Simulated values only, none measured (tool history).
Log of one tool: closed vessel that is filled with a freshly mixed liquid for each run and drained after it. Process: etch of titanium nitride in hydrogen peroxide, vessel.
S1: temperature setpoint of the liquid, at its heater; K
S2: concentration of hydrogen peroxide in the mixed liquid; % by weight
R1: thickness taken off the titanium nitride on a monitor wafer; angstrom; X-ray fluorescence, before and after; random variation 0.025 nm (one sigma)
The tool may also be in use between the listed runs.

Run 1, hour 0: S1 322.15 K, S2 16.5 % by weight, time in the liquid (s) 105. Result: R1 21.573 angstrom.
Run 2, hour 3.8: S1 322.15 K, S2 18.5 % by weight, time in the liquid (s) 105. Result: R1 22.037 angstrom.
Run 3, hour 12: S1 315.65 K, S2 18.5 % by weight, time in the liquid (s) 105. Result: R1 13.602 angstrom.
Run 4, hour 15: S1 318.65 K, S2 18.5 % by weight, time in the liquid (s) 105. Result: R1 17.269 angstrom.
Run 5, hour 17.5: S1 321.15 K, S2 18.5 % by weight, time in the liquid (s) 105. Result: R1 20.542 angstrom.
Run 6, hour 26: S1 321.15 K, S2 18.5 % by weight, time in the liquid (s) 105. Result: R1 20.623 angstrom.
Run 7, hour 27.8: S1 323.15 K, S2 18.5 % by weight, time in the liquid (s) 105. Result: R1 23.85 angstrom.

Run 8 comes next. What will it give?
Run 8, hour 31.8: S1 324.65 K, S2 18.5 % by weight, time in the liquid (s) 105. Result: R1 ?.

R1: 26.687 angstrom
